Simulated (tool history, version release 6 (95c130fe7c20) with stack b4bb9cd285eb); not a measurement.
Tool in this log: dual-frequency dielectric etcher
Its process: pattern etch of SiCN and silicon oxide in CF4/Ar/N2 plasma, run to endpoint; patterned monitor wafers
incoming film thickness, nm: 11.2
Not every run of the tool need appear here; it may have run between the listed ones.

run 1 hour=0 | source_power_(W)=580 bias_power_(W)=97 Ar_flow_(sccm)=112 CF4_flow_(sccm)=44 | endpoint_time_(s)=9.9501
run 2 hour=8.7 | source_power_(W)=550 bias_power_(W)=96 Ar_flow_(sccm)=112 CF4_flow_(sccm)=44 | endpoint_time_(s)=10.548
run 3 hour=12.9 | source_power_(W)=530 bias_power_(W)=95 Ar_flow_(sccm)=112 CF4_flow_(sccm)=44 | endpoint_time_(s)=10.887
run 4 hour=16 | source_power_(W)=530 bias_power_(W)=95 Ar_flow_(sccm)=112 CF4_flow_(sccm)=49 | endpoint_time_(s)=10.759
run 5 hour=21.6 | source_power_(W)=530 bias_power_(W)=95 Ar_flow_(sccm)=121 CF4_flow_(sccm)=49 | endpoint_time_(s)=10.825
run 6 hour=22.6 | source_power_(W)=530 bias_power_(W)=95 Ar_flow_(sccm)=121 CF4_flow_(sccm)=55 | endpoint_time_(s)=10.682
run 7 hour=29.7 | source_power_(W)=510 bias_power_(W)=94 Ar_flow_(sccm)=121 CF4_flow_(sccm)=55 | endpoint_time_(s)=10.946
run 8 hour=30.6 | source_power_(W)=490 bias_power_(W)=93 Ar_flow_(sccm)=121 CF4_flow_(sccm)=55 | endpoint_time_(s)=11.636
run 9 hour=31.8 | source_power_(W)=480 bias_power_(W)=93 Ar_flow_(sccm)=121 CF4_flow_(sccm)=55 | endpoint_time_(s)=11.739
run 10 hour=36.2 | source_power_(W)=470 bias_power_(W)=93 Ar_flow_(sccm)=121 CF4_flow_(sccm)=55 | endpoint_time_(s)=12.051
run 11 hour=38 | source_power_(W)=460 bias_power_(W)=93 Ar_flow_(sccm)=121 CF4_flow_(sccm)=55 | endpoint_time_(s)=12.21

Run 12 is up next; what results do you expect?
run 12 hour=43.3 | source_power_(W)=410 bias_power_(W)=91 Ar_flow_(sccm)=122 CF4_flow_(sccm)=55 | endpoint_time_(s)=?

endpoint time (s): 13.708

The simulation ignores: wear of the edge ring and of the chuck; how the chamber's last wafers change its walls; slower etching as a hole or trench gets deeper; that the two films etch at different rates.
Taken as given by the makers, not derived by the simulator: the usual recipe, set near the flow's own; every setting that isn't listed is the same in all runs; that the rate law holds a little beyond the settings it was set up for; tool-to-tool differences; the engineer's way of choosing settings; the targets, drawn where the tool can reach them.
